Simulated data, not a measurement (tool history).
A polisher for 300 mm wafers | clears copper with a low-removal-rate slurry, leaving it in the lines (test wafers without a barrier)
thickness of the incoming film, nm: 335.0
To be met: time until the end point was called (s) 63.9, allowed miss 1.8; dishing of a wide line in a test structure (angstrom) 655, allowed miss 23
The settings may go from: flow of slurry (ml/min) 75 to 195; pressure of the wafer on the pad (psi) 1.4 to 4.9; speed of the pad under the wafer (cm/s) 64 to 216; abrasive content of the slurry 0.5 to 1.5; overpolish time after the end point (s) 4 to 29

run  hour  flow of slurry (ml/min)  pressure of the wafer on the pad (psi)  speed of the pad under the wafer (cm/s)  abrasive content of the slurry  overpolish time after the end point (s)  time until the end point was called (s)  dishing of a wide line in a test structure (angstrom)
  1     0                      125                                     3.1                                      140                               1                                       15                                   67.089                                                 459.91
  2   3.9                      125                                     3.1                                      140                             1.1                                       15                                   65.481                                                 467.85
  3  11.9                      125                                     3.1                                      112                             1.1                                       15                                   79.742                                                  395.4
  4  20.1                      125                                     3.8                                      112                             1.1                                       15                                   68.818                                                 454.19
  5  27.7                      110                                     3.8                                      112                             1.1                                       15                                   71.076                                                 444.15
  6  33.3                      110                                     3.8                                       92                             1.1                                       15                                   83.573                                                 377.12
  7  41.9                      110                                     3.8                                       92                             1.1                                       15                                   84.911                                                 386.77
  8  49.7                      120                                       4                                       92                             1.1                                       16                                   79.577                                                 429.84
  9  58.6                      130                                     4.2                                       92                             1.1                                       17                                   76.102                                                 472.14

Which of these 5 next moves meets every target?
  A  67.5                      105                                     4.7                                      110                             1.1                                       22                                        ?                                                      ?
  B  67.5                      140                                     4.4                                      112                               1                                       16                                        ?                                                      ?
  C  67.5                      135                                     4.9                                      106                             0.7                                       18                                        ?                                                      ?
  D  67.5                      155                                     4.1                                      110                             1.1                                       24                                        ?                                                      ?
  E  67.5                      140                                     3.5                                       90                             1.1                                       24                                        ?                                                      ?

move  time until the end point was called (s)  dishing of a wide line in a test structure (angstrom)
   A                                   60.415                                                    649
   B                                   60.619                                                 523.19
   C                                   63.267                                                 553.79
   D                                   63.011                                                 661.53
   E                                   88.291                                                 528.33
A: brings the result that was furthest off to its target, and leaves another outside
B: nearer than the last run, and not there yet
C: nearer than the last run, and not there yet
D: meets every target
E: further off than the last run
Answer: D

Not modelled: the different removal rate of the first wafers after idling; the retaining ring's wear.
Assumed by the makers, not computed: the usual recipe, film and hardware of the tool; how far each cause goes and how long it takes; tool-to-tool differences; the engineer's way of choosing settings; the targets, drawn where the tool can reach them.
